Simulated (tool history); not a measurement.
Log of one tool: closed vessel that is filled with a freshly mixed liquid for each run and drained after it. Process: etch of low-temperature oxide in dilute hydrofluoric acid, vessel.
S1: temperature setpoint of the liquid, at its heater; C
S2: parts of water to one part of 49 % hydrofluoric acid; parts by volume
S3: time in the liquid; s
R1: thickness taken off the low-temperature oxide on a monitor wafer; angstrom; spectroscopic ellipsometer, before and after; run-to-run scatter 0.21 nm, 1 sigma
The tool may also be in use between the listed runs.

Run 1, day 0.000: S1 24.0 C, S2 250 parts by volume, S3 425 s. Result: R1 432.97 angstrom.
Run 2, day 0.204: S1 22.0 C, S2 265 parts by volume, S3 425 s. Result: R1 375.62 angstrom.
Run 3, day 0.508: S1 20.5 C, S2 275 parts by volume, S3 425 s. Result: R1 333.70 angstrom.
Run 4, day 0.662: S1 20.5 C, S2 275 parts by volume, S3 425 s. Result: R1 335.43 angstrom.
At day 0.892: hydrofluoric acid flow meter replaced.
Run 5, day 0.892: S1 20.5 C, S2 340 parts by volume, S3 425 s. Result: R1 288.23 angstrom.
Run 6, day 0.975: S1 20.5 C, S2 340 parts by volume, S3 455 s. Result: R1 306.75 angstrom.
Run 7, day 1.167: S1 19.5 C, S2 340 parts by volume, S3 455 s. Result: R1 300.78 angstrom.

Predict the results of run 8:
Run 8, day 1.396: S1 19.0 C, S2 345 parts by volume, S3 455 s. Result: R1 ?.

For run 8 the tool returned R1 286.00 angstrom.
